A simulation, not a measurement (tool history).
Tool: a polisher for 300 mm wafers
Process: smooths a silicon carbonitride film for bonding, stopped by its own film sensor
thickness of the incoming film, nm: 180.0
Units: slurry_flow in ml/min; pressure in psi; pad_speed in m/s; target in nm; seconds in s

run,hour,slurry_flow,pressure,pad_speed,slurry_solids,target,seconds
1,0,225,2.6,1.08,1,159,68.827
2,2.2,225,2.6,1.08,1,161,61.97
3,9.9,225,2.4,1.02,1,161,70.046
4,11.5,225,2.4,1.02,1,159,78.015
5,20.5,225,2.4,0.78,1,159,96.606
6,22.6,275,2.4,0.78,1,159,91.443
7,27.2,270,2.3,0.78,1,159,96.861
8,34.6,270,2.2,0.78,1,159,102.02
9,38,270,2.1,0.78,1,159,109.16
10,45,270,2.1,0.78,1,159,107.14
11,49.2,270,2,0.78,1,159,113.77
12,50.2,270,1.9,0.78,1,159,117.76
13,57.1,270,1.8,0.78,1,159,123.97
14,60.7,270,1.4,0.76,1,159,161.03

Run 15 comes next. What will it give?
15,65,270,1.4,0.76,1,159,?

seconds: 162.67 s
